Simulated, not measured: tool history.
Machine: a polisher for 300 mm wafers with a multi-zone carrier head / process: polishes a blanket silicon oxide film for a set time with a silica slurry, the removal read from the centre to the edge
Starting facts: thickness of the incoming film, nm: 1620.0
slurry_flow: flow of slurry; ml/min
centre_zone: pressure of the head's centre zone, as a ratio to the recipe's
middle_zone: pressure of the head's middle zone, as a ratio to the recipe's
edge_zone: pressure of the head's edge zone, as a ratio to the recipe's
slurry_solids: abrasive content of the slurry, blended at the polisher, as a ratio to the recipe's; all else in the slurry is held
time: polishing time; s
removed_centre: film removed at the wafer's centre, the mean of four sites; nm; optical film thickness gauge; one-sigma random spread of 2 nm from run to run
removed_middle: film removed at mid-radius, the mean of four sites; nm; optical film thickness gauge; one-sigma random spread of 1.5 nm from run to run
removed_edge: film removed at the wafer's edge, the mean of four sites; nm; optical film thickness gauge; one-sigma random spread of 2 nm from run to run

Run 1, hour 0.0: slurry_flow 280 ml/min, centre_zone 1.00, middle_zone 1.00, edge_zone 1.00, slurry_solids 1.00, time 72 s. Result: removed_centre 218.94 nm, removed_middle 205.01 nm, removed_edge 201.58 nm.
Run 2, hour 7.0: slurry_flow 280 ml/min, centre_zone 1.00, middle_zone 1.04, edge_zone 1.00, slurry_solids 1.00, time 72 s. Result: removed_centre 222.44 nm, removed_middle 209.99 nm, removed_edge 201.49 nm.
Run 3, hour 8.4: slurry_flow 295 ml/min, centre_zone 1.00, middle_zone 1.05, edge_zone 1.06, slurry_solids 1.05, time 72 s. Result: removed_centre 226.42 nm, removed_middle 221.94 nm, removed_edge 208.44 nm.
Run 4, hour 11.1: slurry_flow 295 ml/min, centre_zone 1.08, middle_zone 1.05, edge_zone 1.06, slurry_solids 1.05, time 72 s. Result: removed_centre 249.13 nm, removed_middle 216.57 nm, removed_edge 209.70 nm.
At hour 15.4: centre zone pressure recalibrated.
Run 5, hour 15.4: slurry_flow 295 ml/min, centre_zone 1.06, middle_zone 1.03, edge_zone 1.09, slurry_solids 1.10, time 72 s. Result: removed_centre 229.00 nm, removed_middle 218.56 nm, removed_edge 218.58 nm.
Run 6, hour 19.2: slurry_flow 315 ml/min, centre_zone 1.07, middle_zone 1.02, edge_zone 1.10, slurry_solids 1.15, time 72 s. Result: removed_centre 237.18 nm, removed_middle 224.31 nm, removed_edge 223.41 nm.
Run 7, hour 25.3: slurry_flow 315 ml/min, centre_zone 1.07, middle_zone 1.02, edge_zone 1.10, slurry_solids 1.15, time 72 s. Result: removed_centre 236.58 nm, removed_middle 221.80 nm, removed_edge 225.30 nm.
Run 8, hour 28.6: slurry_flow 325 ml/min, centre_zone 1.08, middle_zone 1.02, edge_zone 1.11, slurry_solids 1.15, time 72 s. Result: removed_centre 237.41 nm, removed_middle 227.44 nm, removed_edge 225.76 nm.

For run 9, what comes out?
Run 9, hour 34.2: slurry_flow 320 ml/min, centre_zone 1.09, middle_zone 1.02, edge_zone 1.12, slurry_solids 1.20, time 72 s. Result: removed_centre ?, removed_middle ?, removed_edge ?.

{"run 9": {"removed_centre": 243.79, "removed_middle": 224.6, "removed_edge": 228.82}}
